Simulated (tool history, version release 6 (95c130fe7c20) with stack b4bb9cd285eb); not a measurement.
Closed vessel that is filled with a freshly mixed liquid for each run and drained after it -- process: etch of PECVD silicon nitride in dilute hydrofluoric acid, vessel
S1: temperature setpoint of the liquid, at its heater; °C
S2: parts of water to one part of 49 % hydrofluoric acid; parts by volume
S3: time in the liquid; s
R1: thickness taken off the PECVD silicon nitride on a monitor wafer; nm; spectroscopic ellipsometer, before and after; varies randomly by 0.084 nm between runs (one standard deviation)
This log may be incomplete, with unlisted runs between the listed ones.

run 1 hour=0.0 | S1=22.0 S2=90 S3=290 | R1=11.500
run 2 hour=8.9 | S1=23.5 S2=90 S3=290 | R1=12.680
run 3 hour=17.6 | S1=24.5 S2=90 S3=290 | R1=13.575
run 4 hour=20.1 | S1=24.5 S2=120 S3=290 | R1=10.172
-- hour=26.5 thermometer replaced
run 5 hour=26.5 | S1=25.5 S2=115 S3=290 | R1=12.583
run 6 hour=34.8 | S1=26.5 S2=115 S3=290 | R1=13.288
run 7 hour=43.8 | S1=27.0 S2=115 S3=290 | R1=13.693
run 8 hour=46.7 | S1=27.5 S2=115 S3=290 | R1=14.179

Predict the results of run 9:
run 9 hour=49.5 | S1=28.0 S2=115 S3=290 | R1=?

Run 9 measured R1 14.814 nm.
